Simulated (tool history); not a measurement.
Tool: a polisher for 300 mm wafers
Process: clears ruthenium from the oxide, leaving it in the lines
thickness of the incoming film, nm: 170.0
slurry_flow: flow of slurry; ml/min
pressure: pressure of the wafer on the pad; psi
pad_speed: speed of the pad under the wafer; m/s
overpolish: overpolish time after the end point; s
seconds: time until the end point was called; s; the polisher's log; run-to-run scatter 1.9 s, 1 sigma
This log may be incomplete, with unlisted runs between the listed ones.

Run 1, day 0: slurry_flow 145 ml/min, pressure 2.4 psi, pad_speed 0.98 m/s, overpolish 43 s. Result: seconds 155.7 s.
Run 2, day 0.142: slurry_flow 145 ml/min, pressure 2.6 psi, pad_speed 1 m/s, overpolish 43 s. Result: seconds 140.02 s.
Run 3, day 0.192: slurry_flow 145 ml/min, pressure 2.8 psi, pad_speed 1.02 m/s, overpolish 43 s. Result: seconds 123.38 s.
Run 4, day 0.325: slurry_flow 145 ml/min, pressure 2.9 psi, pad_speed 1.02 m/s, overpolish 43 s. Result: seconds 123.71 s.
Run 5, day 0.492: slurry_flow 145 ml/min, pressure 3.2 psi, pad_speed 1.02 m/s, overpolish 43 s. Result: seconds 114.03 s.
Run 6, day 0.854: slurry_flow 145 ml/min, pressure 3.3 psi, pad_speed 1.02 m/s, overpolish 43 s. Result: seconds 108.98 s.
Run 7, day 0.933: slurry_flow 145 ml/min, pressure 3.4 psi, pad_speed 1.02 m/s, overpolish 43 s. Result: seconds 104.69 s.

Run 8, settings as shown, results not yet in. Your forecast:
Run 8, day 1.004: slurry_flow 145 ml/min, pressure 3.4 psi, pad_speed 1.02 m/s, overpolish 43 s. Result: seconds ?.

{"run 8": {"seconds": 102.96}}
